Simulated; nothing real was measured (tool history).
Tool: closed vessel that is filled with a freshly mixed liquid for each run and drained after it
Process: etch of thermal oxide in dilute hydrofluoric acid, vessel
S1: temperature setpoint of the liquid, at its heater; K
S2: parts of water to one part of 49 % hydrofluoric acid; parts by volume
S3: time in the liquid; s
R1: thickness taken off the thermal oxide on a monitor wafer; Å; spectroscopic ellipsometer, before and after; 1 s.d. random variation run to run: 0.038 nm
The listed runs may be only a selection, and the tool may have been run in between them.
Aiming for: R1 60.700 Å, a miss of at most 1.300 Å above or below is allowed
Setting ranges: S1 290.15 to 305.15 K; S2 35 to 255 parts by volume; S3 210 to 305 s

run 1 hour=0.0 | S1=297.15 S2=145 S3=305 | R1=95.017
run 2 hour=7.3 | S1=295.15 S2=145 S3=305 | R1=87.179
run 3 hour=12.7 | S1=295.15 S2=180 S3=305 | R1=67.902
run 4 hour=16.1 | S1=295.15 S2=180 S3=210 | R1=46.275
run 5 hour=18.6 | S1=295.15 S2=155 S3=210 | R1=55.128
run 6 hour=27.6 | S1=295.15 S2=155 S3=210 | R1=54.824
run 7 hour=31.2 | S1=295.65 S2=155 S3=210 | R1=56.727
run 8 hour=37.2 | S1=296.15 S2=155 S3=210 | R1=57.563
run 9 hour=42.2 | S1=296.65 S2=155 S3=210 | R1=58.640

Exercise: of the 4 proposed moves below, exactly one satisfies all targets within the stated allowed misses. Which move is it?
run A hour=47.2 | S1=296.15 S2=180 S3=255 | R1=?
run B hour=47.2 | S1=296.15 S2=185 S3=275 | R1=?
run C hour=47.2 | S1=296.65 S2=170 S3=220 | R1=?
run D hour=47.2 | S1=292.65 S2=170 S3=265 | R1=?

move=A R1=58.184
move=B R1=60.725
move=C R1=54.760
move=D R1=56.500
A: misses by more than the last run did
B: every result lands within tolerance
C: misses by more than the last run did
D: misses by more than the last run did
Answer: B

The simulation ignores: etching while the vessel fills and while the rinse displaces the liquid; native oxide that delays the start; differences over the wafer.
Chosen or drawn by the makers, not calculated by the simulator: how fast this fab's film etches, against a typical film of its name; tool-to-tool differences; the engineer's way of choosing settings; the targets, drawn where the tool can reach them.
